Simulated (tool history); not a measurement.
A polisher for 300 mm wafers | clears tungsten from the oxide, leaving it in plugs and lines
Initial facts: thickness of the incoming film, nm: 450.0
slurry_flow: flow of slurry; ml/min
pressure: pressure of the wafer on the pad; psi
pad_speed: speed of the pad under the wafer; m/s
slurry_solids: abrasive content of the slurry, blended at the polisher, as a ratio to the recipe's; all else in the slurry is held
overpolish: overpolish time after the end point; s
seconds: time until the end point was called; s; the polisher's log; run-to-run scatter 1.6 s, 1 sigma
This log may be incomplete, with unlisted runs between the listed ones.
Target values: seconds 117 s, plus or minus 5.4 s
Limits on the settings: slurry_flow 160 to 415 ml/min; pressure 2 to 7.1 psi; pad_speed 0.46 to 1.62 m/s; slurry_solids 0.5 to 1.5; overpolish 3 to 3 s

| run | hour | slurry_flow | pressure | pad_speed | slurry_solids | overpolish | seconds |
|---|---|---|---|---|---|---|---|
| 1 | 0 | 265 | 4.5 | 1.04 | 1 | 3 | 66.96 |
| 2 | 5.2 | 265 | 4.2 | 1.04 | 1 | 3 | 67.882 |
| 3 | 11 | 265 | 4.2 | 1.04 | 1 | 3 | 69.211 |
| 4 | 17.7 | 265 | 3.9 | 1.02 | 1 | 3 | 72.699 |
| 5 | 20.1 | 265 | 3.7 | 0.98 | 1 | 3 | 76.659 |
| 6 | 21.8 | 265 | 3.7 | 0.98 | 1 | 3 | 74.937 |
| 7 | 29.6 | 265 | 3.5 | 0.94 | 1 | 3 | 80.074 |
| 8 | 38.3 | 265 | 3.3 | 0.9 | 1 | 3 | 84.671 |
| 9 | 42.5 | 265 | 3.1 | 0.88 | 1 | 3 | 89.681 |

5 next moves are on the table. One of them brings every result within its allowed miss. Which?
| A | 46.7 | 230 | 2.7 | 0.62 | 1.05 | 3 | ? |
| B | 46.7 | 320 | 2 | 0.46 | 1.15 | 3 | ? |
| C | 46.7 | 270 | 2.6 | 0.78 | 1 | 3 | ? |
| D | 46.7 | 295 | 2 | 0.86 | 1.1 | 3 | ? |
| E | 46.7 | 270 | 2.2 | 0.86 | 0.95 | 3 | ? |

| move | seconds |
|---|---|
| A | 115 |
| B | 141.11 |
| C | 103.47 |
| D | 106.64 |
| E | 106.89 |
A: each result inside its tolerance
B: takes the result that was furthest off past its target
C: closer than the last run, but not yet in spec
D: closer than the last run, but not yet in spec
E: closer than the last run, but not yet in spec
So the answer is move A, the one that meets all the targets.
